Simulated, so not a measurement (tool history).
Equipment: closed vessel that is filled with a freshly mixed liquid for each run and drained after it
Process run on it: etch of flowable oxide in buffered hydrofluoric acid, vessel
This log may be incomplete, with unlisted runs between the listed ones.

| run | hour | temperature setpoint of the liquid (°C) | parts of 40 % ammonium fluoride to one part of 49 % hydrofluoric acid (parts by volume) | time in the liquid (s) | thickness taken off the flowable oxide on a monitor wafer (nm) |
|---|---|---|---|---|---|
| 1 | 0 | 23 | 7 | 105 | 480.12 |
| 2 | 2.5 | 22 | 7 | 105 | 451.26 |
| 3 | 11 | 25 | 7 | 105 | 531.06 |
| 4 | 18.6 | 23.5 | 7 | 105 | 491.42 |
| 5 | 23.8 | 23.5 | 7 | 115 | 541.05 |
| 6 | 29.4 | 22.5 | 7.5 | 115 | 474.19 |
| 7 | 35.5 | 21.5 | 7.5 | 115 | 449.76 |

What does the tool deliver on the next run?
| 8 | 39.5 | 20.5 | 7.5 | 115 | ? |

For run 8 the tool returned thickness taken off the flowable oxide on a monitor wafer (nm) 421.51.

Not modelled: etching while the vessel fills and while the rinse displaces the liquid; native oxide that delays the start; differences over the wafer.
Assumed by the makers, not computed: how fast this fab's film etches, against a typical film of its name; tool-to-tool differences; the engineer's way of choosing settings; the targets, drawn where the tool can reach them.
